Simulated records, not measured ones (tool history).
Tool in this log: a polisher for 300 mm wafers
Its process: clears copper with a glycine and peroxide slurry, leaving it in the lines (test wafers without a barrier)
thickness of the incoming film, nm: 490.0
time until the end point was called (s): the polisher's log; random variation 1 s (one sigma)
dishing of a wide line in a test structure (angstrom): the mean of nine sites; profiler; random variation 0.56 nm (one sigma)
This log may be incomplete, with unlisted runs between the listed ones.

run	hour	flow of slurry (ml/min)	pressure of the wafer on the pad (kPa)	speed of the pad under the wafer (m/s)	overpolish time after the end point (s)	time until the end point was called (s)	dishing of a wide line in a test structure (angstrom)
1	0	275	23.4	1.28	24	72.237	580.44
2	5.3	275	23.4	1.28	20	72.066	548.87
3	10.3	275	20.7	1.26	19	78.864	507.07
4	13.4	275	18.6	1.22	20	87.719	486.65
5	22	275	18.6	1.22	16	89.3	431.94
6	24.9	275	17.2	1.2	18	93.097	453.46
7	26.9	275	15.9	1.18	19	99.427	446.23
8	30.9	265	10.3	1.12	25	134.62	437.74
9	32.4	270	10.3	1.12	25	135.26	454.32
10	41	270	12.4	1.12	20	121.01	409.45
11	47.3	270	12.4	1.12	21	121.03	424.29
# hour 55.1: slurry nozzle cleaned
12	55.1	265	12.4	1.12	21	116.74	432.26
13	62.7	275	12.4	1.12	21	115.97	424.17

Run 14, settings as shown, results not yet in. Your forecast:
14	65.4	265	12.4	1.12	21	?	?

Logged for run 14: time until the end point was called (s) 117.38, dishing of a wide line in a test structure (angstrom) 431.
